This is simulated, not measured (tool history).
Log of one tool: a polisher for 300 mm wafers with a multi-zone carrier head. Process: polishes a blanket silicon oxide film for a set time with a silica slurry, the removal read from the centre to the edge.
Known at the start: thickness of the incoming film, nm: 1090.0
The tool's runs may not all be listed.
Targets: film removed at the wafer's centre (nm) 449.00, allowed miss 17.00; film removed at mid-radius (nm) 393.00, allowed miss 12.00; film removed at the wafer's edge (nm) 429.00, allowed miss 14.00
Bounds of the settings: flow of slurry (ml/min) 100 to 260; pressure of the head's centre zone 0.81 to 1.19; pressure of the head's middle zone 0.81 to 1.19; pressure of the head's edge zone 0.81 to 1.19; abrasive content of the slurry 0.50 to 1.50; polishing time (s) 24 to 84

run  hour  flow of slurry (ml/min)  pressure of the head's centre zone  pressure of the head's middle zone  pressure of the head's edge zone  abrasive content of the slurry  polishing time (s)  film removed at the wafer's centre (nm)  film removed at mid-radius (nm)  film removed at the wafer's edge (nm)
  1   0.0                      165                                1.00                                1.00                              1.00                            1.00                  54                                   275.57                           266.84                                 268.73
  2   1.8                      170                                1.01                                1.00                              1.02                            1.05                  55                                   293.99                           278.53                                 284.31
  3   9.5                      170                                1.07                                1.00                              1.02                            1.05                  55                                   303.12                           279.62                                 283.11
  4  14.1                      170                                1.07                                1.00                              1.02                            1.05                  68                                   378.47                           338.99                                 348.33
  5  21.1                      175                                1.07                                1.00                              1.04                            1.10                  68                                   389.82                           352.03                                 358.21
  6  24.4                      175                                1.07                                0.93                              1.04                            1.10                  68                                   398.18                           335.24                                 356.86
  7  29.3                      180                                1.07                                0.93                              1.06                            1.15                  68                                   401.61                           340.76                                 376.21
  8  36.0                      185                                1.08                                0.94                              1.07                            1.15                  68                                   400.74                           342.21                                 379.26
  9  40.6                      190                                1.09                                0.95                              1.07                            1.15                  68                                   414.96                           343.81                                 372.69
 10  49.5                      190                                1.09                                0.96                              1.08                            1.20                  68                                   424.35                           362.84                                 382.06
 11  54.3                      195                                1.09                                0.96                              1.09                            1.20                  68                                   420.46                           361.52                                 382.72
 12  63.3                      195                                1.09                                0.96                              1.10                            1.20                  68                                   421.50                           361.46                                 385.69
 13  65.1                      195                                1.09                                0.96                              1.11                            1.20                  68                                   422.63                           358.58                                 397.25
 14  69.2                      200                                1.09                                0.97                              1.12                            1.20                  68                                   430.26                           367.12                                 394.48
 15  74.4                      205                                1.09                                0.97                              1.13                            1.20                  68                                   423.33                           363.56                                 393.40
 16  81.9                      205                                1.09                                0.97                              1.14                            1.20                  68                                   421.47                           365.14                                 402.24
 17  82.5                      245                                1.11                                1.00                              1.19                            1.20                  68                                   442.85                           384.48                                 411.47

Which of these 4 next moves meets every target?
  A  83.1                      260                                1.14                                1.04                              1.17                            1.15                  72                                        ?                                ?                                      ?
  B  83.1                      260                                1.12                                1.01                              0.96                            1.25                  73                                        ?                                ?                                      ?
  C  83.1                      260                                1.07                                0.97                              1.16                            1.35                  68                                        ?                                ?                                      ?
  D  83.1                      205                                1.13                                1.04                              1.07                            1.20                  69                                        ?                                ?                                      ?

move  film removed at the wafer's centre (nm)  film removed at mid-radius (nm)  film removed at the wafer's edge (nm)
   A                                   475.93                           413.19                                 427.74
   B                                   490.90                           423.48                                 407.31
   C                                   450.27                           393.19                                 430.03
   D                                   447.16                           392.96                                 391.17
A: brings the result that was furthest off to its target, and leaves another outside
B: further off than the last run
C: meets every target
D: further off than the last run
Move C is the one to make.
